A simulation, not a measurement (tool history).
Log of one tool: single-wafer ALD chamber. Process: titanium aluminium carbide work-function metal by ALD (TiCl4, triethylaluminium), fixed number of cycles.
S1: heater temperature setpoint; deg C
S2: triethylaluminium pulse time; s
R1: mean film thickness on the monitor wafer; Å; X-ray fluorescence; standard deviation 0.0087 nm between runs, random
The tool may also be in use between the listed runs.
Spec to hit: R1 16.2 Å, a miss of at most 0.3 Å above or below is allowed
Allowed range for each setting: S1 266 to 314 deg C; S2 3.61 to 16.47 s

run	hour	S1	S2	R1
1	0	290	10.04	18.618
2	4.9	297	10.04	19.291
3	9.3	287	10.04	18.328
4	11.5	285	9.8	18.338
5	14.6	292	9.8	18.713
6	17.9	290	9.39	18.397
7	25	288	9.12	18.252
8	28.5	286	8.81	17.985
9	35.9	284	8.57	17.743

Which of these 4 next moves meets every target?
A	43.3	277	7.48	?
B	43.3	276	7.46	?
C	43.3	299	15	?
D	43.3	278	6.05	?

move	R1
A	16.868
B	16.781
C	19.864
D	16.275
A: closes in on the targets versus the last run, not all within tolerance yet
B: closes in on the targets versus the last run, not all within tolerance yet
C: the biggest miss grows against the last run
D: each result inside its tolerance
D meets every target.
